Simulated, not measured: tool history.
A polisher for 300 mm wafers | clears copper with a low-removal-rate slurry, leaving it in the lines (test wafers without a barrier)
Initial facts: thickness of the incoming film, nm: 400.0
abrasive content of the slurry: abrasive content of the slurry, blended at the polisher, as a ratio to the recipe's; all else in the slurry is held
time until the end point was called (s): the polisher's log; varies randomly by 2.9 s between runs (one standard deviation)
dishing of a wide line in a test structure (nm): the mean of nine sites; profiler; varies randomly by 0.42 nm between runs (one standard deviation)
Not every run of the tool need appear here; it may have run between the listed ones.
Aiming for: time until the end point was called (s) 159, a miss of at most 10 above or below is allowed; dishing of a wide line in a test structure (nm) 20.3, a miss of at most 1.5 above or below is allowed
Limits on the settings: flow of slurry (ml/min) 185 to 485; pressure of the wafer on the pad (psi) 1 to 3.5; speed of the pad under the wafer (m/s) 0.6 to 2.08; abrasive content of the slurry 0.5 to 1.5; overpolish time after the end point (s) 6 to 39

run  hour  flow of slurry (ml/min)  pressure of the wafer on the pad (psi)  speed of the pad under the wafer (m/s)  abrasive content of the slurry  overpolish time after the end point (s)  time until the end point was called (s)  dishing of a wide line in a test structure (nm)
  1     0                      310                                     2.2                                    1.34                               1                                       20                                   144.89                                           38.115
  2   2.9                      310                                     2.2                                    1.34                               1                                       18                                   149.06                                           36.558
  3     5                      310                                     2.1                                    1.38                               1                                       16                                   154.21                                           31.586
  4    12                      310                                     2.1                                     1.4                               1                                       14                                   153.26                                           28.555
  5  13.9                      275                                     2.1                                     1.4                               1                                       14                                   153.37                                           29.043
  6  15.1                      275                                     2.1                                    1.22                               1                                       14                                   162.28                                           27.634
  7  16.4                      275                                     2.1                                    1.22                               1                                       13                                    166.1                                           24.261
  8    20                      275                                     2.1                                     1.2                               1                                       12                                   160.08                                           24.211
  9  28.6                      275                                     2.1                                    1.18                               1                                       11                                   169.07                                           21.325

Pick the move, out of 5, that brings all results within their allowed miss; only one does.
  A  37.2                      305                                     2.1                                    1.04                             0.8                                       14                                        ?                                                ?
  B  37.2                      290                                     2.2                                    1.18                               1                                       12                                        ?                                                ?
  C  37.2                      255                                     1.9                                    1.08                             1.1                                       16                                        ?                                                ?
  D  37.2                      300                                     2.3                                    1.18                             0.8                                       12                                        ?                                                ?
  E  37.2                      260                                     2.3                                    1.14                               1                                       10                                        ?                                                ?

move  time until the end point was called (s)  dishing of a wide line in a test structure (nm)
   A                                   188.72                                           23.351
   B                                   161.88                                            23.38
   C                                   194.57                                           25.414
   D                                   161.29                                           23.495
   E                                    159.6                                           20.175
A: moves away from the targets compared with the last run
B: brings the result that was furthest off to its target, and leaves another outside
C: moves away from the targets compared with the last run
D: brings the result that was furthest off to its target, and leaves another outside
E: all results in spec
E is the move that brings every result within its allowed miss.
